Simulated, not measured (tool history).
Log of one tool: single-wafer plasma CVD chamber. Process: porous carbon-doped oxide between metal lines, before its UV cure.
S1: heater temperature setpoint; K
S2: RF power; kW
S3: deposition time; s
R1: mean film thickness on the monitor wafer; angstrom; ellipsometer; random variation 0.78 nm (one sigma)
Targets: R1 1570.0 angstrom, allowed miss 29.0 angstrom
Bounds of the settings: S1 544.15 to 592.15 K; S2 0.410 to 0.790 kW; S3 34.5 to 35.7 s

run	day	S1	S2	S3	R1
1	0.000	568.15	0.600	34.5	2143.2
2	0.171	573.15	0.560	34.5	1958.5
3	0.292	573.15	0.500	34.5	1804.9
4	0.325	577.15	0.495	34.5	1759.3
5	0.683	580.15	0.490	34.5	1717.9
6	1.004	582.15	0.485	34.5	1660.7
7	1.221	584.15	0.485	34.5	1661.4
8	1.267	586.15	0.480	34.5	1629.7
9	1.362	587.15	0.480	34.5	1625.9
10	1.683	592.15	0.465	34.5	1534.2

4 next moves are on the table. One of them brings every result within its allowed miss. Which?
A	2.004	592.15	0.470	34.8	?
B	2.004	592.15	0.450	34.5	?
C	2.004	592.15	0.455	34.5	?
D	2.004	591.15	0.435	35.7	?

move	R1
A	1569.6
B	1489.7
C	1506.5
D	1494.3
A: meets every target
B: further off than the last run
C: further off than the last run
D: further off than the last run
Move A is the one to make.
